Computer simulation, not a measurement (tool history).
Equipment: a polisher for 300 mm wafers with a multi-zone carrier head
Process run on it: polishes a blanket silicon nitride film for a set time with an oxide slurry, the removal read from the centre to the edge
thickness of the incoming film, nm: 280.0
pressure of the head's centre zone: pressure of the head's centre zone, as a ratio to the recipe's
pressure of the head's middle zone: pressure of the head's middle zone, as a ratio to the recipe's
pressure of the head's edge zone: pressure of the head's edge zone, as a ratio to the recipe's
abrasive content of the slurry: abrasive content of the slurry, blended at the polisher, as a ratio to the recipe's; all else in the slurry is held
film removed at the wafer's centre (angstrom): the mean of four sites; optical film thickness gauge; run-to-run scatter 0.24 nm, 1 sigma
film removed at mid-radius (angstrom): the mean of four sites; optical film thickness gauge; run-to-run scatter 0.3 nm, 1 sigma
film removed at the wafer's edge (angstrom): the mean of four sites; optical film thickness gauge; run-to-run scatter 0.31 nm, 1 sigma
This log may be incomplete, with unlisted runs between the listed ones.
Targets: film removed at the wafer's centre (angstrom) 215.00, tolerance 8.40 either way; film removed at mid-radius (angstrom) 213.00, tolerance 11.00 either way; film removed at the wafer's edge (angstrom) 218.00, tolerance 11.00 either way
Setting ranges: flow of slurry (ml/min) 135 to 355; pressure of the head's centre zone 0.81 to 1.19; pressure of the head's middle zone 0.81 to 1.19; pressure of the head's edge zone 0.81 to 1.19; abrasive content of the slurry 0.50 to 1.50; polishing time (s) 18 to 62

run  hour  flow of slurry (ml/min)  pressure of the head's centre zone  pressure of the head's middle zone  pressure of the head's edge zone  abrasive content of the slurry  polishing time (s)  film removed at the wafer's centre (angstrom)  film removed at mid-radius (angstrom)  film removed at the wafer's edge (angstrom)
  1   0.0                      225                                1.00                                1.00                              1.00                            1.00                  40                                         309.48                                 307.94                                       314.18
  2   3.5                      225                                1.00                                1.00                              1.00                            0.80                  40                                         267.58                                 258.68                                       262.81
  3   6.2                      220                                0.97                                0.98                              0.98                            0.75                  40                                         241.63                                 233.80                                       245.42
  4   8.6                      215                                0.96                                0.98                              0.95                            0.75                  40                                         235.23                                 236.93                                       240.33
  5  14.2                      215                                0.96                                1.06                              0.95                            0.75                  40                                         240.34                                 252.51                                       242.62
  6  15.8                      210                                0.96                                1.02                              0.93                            0.75                  40                                         235.94                                 254.99                                       240.84
  7  22.0                      215                                0.96                                0.99                              0.93                            0.70                  40                                         224.76                                 221.81                                       225.23
  8  27.9                      215                                0.96                                0.98                              0.92                            0.70                  40                                         220.01                                 222.68                                       220.32

Which single option among these 5 for the next run brings every result within its allowed miss of target? Just one does.
  A  33.8                      190                                0.97                                1.10                              0.91                            0.60                  48                                              ?                                      ?                                            ?
  B  33.8                      220                                0.98                                1.00                              0.88                            0.70                  41                                              ?                                      ?                                            ?
  C  33.8                      155                                0.95                                1.12                              0.81                            0.95                  35                                              ?                                      ?                                            ?
  D  33.8                      175                                0.97                                0.96                              0.89                            0.65                  44                                              ?                                      ?                                            ?
  E  33.8                      260                                0.90                                1.02                              0.93                            0.95                  31                                              ?                                      ?                                            ?

move  film removed at the wafer's centre (angstrom)  film removed at mid-radius (angstrom)  film removed at the wafer's edge (angstrom)
   A                                         225.23                                 243.92                                       226.38
   B                                         237.80                                 233.95                                       229.48
   C                                         221.92                                 251.76                                       222.94
   D                                         218.67                                 211.98                                       220.68
   E                                         218.22                                 236.80                                       231.67
A: its largest miss is bigger than the last run's
B: its largest miss is bigger than the last run's
C: its largest miss is bigger than the last run's
D: every result lands within tolerance
E: its largest miss is bigger than the last run's
Correct choice: D, which meets every target
